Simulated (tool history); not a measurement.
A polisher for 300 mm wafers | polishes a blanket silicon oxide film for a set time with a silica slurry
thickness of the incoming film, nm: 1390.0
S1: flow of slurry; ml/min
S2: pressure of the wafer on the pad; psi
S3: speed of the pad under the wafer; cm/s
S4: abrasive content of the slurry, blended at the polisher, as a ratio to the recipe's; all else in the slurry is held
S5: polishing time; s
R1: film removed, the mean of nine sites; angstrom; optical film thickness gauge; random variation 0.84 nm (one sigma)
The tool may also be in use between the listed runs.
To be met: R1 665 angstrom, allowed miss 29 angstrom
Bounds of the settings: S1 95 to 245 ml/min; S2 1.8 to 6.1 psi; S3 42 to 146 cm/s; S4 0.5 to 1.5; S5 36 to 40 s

run    day   S1   S2  S3  S4  S5      R1
  1      0  155  3.9  94   1  40  806.59
  2  0.275  155  3.7  94   1  40  764.24
  3  0.433  155    3  94   1  40  619.57
  4  0.554  155    3  74   1  40  525.48
  5  0.617  155    3  88   1  40  580.84
  6   0.65  155    4  88   1  40  784.08
  7  0.812  155  3.9  88   1  40  779.98
  8  0.979  155  3.8  88   1  40  746.41
  9  1.338  155  3.7  88   1  40  727.71
 10  1.408  155  3.6  88   1  40  710.21

Which of these 5 next moves meets every target?
  A  1.479  175  3.5   92  1.05  40   ?
  B  1.479  155    4   90   0.7  40   ?
  C  1.479  150  3.7   94  0.95  40   ?
  D  1.479  160  3.6  108   0.8  40   ?
  E  1.479  165  3.8   80     1  40   ?

move      R1
   A  742.77
   B  654.79
   C  739.61
   D  728.47
   E  707.67
A: further off than the last run
B: meets every target
C: further off than the last run
D: further off than the last run
E: nearer than the last run, and not there yet
Answer: B
